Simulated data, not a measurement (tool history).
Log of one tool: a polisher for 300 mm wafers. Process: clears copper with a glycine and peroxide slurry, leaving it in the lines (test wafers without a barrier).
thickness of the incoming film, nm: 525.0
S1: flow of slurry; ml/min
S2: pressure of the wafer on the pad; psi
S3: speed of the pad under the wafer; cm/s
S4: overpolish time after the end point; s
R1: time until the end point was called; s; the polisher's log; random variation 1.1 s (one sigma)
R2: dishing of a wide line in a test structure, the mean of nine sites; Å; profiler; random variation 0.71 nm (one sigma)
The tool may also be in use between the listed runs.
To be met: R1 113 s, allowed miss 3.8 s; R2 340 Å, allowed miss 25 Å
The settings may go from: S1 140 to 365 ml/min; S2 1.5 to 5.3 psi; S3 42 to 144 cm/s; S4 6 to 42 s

Run 1, hour 0: S1 235 ml/min, S2 3.4 psi, S3 92 cm/s, S4 21 s. Result: R1 70.561 s, R2 883.91 Å.
Run 2, hour 2.6: S1 235 ml/min, S2 2.9 psi, S3 92 cm/s, S4 17 s. Result: R1 80.485 s, R2 649.27 Å.
Run 3, hour 8.8: S1 235 ml/min, S2 2.6 psi, S3 92 cm/s, S4 15 s. Result: R1 86.775 s, R2 556.64 Å.
Run 4, hour 11.9: S1 235 ml/min, S2 2.3 psi, S3 92 cm/s, S4 14 s. Result: R1 96.757 s, R2 486.84 Å.
Run 5, hour 13: S1 190 ml/min, S2 2.3 psi, S3 92 cm/s, S4 14 s. Result: R1 100.03 s, R2 468.15 Å.
Run 6, hour 17.4: S1 190 ml/min, S2 2.3 psi, S3 92 cm/s, S4 22 s. Result: R1 98.881 s, R2 685.38 Å.
Run 7, hour 24.3: S1 195 ml/min, S2 2.2 psi, S3 92 cm/s, S4 19 s. Result: R1 102.38 s, R2 597.76 Å.
Run 8, hour 26.7: S1 195 ml/min, S2 2.1 psi, S3 92 cm/s, S4 16 s. Result: R1 107 s, R2 508.56 Å.

5 next moves are on the table. One of them brings every result within its allowed miss. Which?
Run A, hour 29.1: S1 220 ml/min, S2 1.7 psi, S3 88 cm/s, S4 12 s. Result: R1 ?, R2 ?.
Run B, hour 29.1: S1 225 ml/min, S2 1.7 psi, S3 96 cm/s, S4 12 s. Result: R1 ?, R2 ?.
Run C, hour 29.1: S1 240 ml/min, S2 2.1 psi, S3 90 cm/s, S4 10 s. Result: R1 ?, R2 ?.
Run D, hour 29.1: S1 170 ml/min, S2 2.2 psi, S3 84 cm/s, S4 11 s. Result: R1 ?, R2 ?.
Run E, hour 29.1: S1 195 ml/min, S2 2.6 psi, S3 78 cm/s, S4 27 s. Result: R1 ?, R2 ?.

move      R1      R2
   A  125.83  322.37
   B  117.84  341.17
   C  104.86  323.49
   D  111.25  335.06
   E  101.74  778.16
A: brings the result that was furthest off to its target, and leaves another outside
B: brings the result that was furthest off to its target, and leaves another outside
C: brings the result that was furthest off to its target, and leaves another outside
D: meets every target
E: further off than the last run
Answer: D
